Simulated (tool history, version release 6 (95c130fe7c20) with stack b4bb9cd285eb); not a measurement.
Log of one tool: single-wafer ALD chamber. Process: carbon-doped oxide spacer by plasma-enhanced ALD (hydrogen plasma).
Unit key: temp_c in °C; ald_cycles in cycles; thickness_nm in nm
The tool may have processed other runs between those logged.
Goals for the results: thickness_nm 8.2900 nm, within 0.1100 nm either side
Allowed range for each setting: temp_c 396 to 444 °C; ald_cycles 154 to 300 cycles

run  hour  temp_c  ald_cycles  thickness_nm
  1   0.0     420         227       10.1740
  2   5.3     420         255       11.4360
  3  12.3     420         241       10.7940
  4  13.7     411         241       11.0880
  5  20.4     404         241       11.2750
  6  27.7     404         252       11.7600
  7  31.4     411         233       10.6770
  8  32.6     417         221       10.0150
  9  40.7     422         212        9.4815
 10  45.8     426         206        9.1410
     54.2  -- thermocouple changed; heater temperature recalibrated
 11  54.2     429         202        8.6882
 12  58.1     431         202        8.6560

Below are 4 possible settings for the next run. Only one of them brings all results inside the allowed miss of their targets. Which is it?
  A  62.0     436         204             ?
  B  62.0     430         187             ?
  C  62.0     432         193             ?
  D  62.0     441         194             ?

move  thickness_nm
   A        8.6559
   B        8.0746
   C        8.2855
   D        8.1106
A: about as far from the targets as the last run
B: takes the biggest miss from the last run beyond its target
C: all results in spec
D: takes the biggest miss from the last run beyond its target
Move C is the one to make.

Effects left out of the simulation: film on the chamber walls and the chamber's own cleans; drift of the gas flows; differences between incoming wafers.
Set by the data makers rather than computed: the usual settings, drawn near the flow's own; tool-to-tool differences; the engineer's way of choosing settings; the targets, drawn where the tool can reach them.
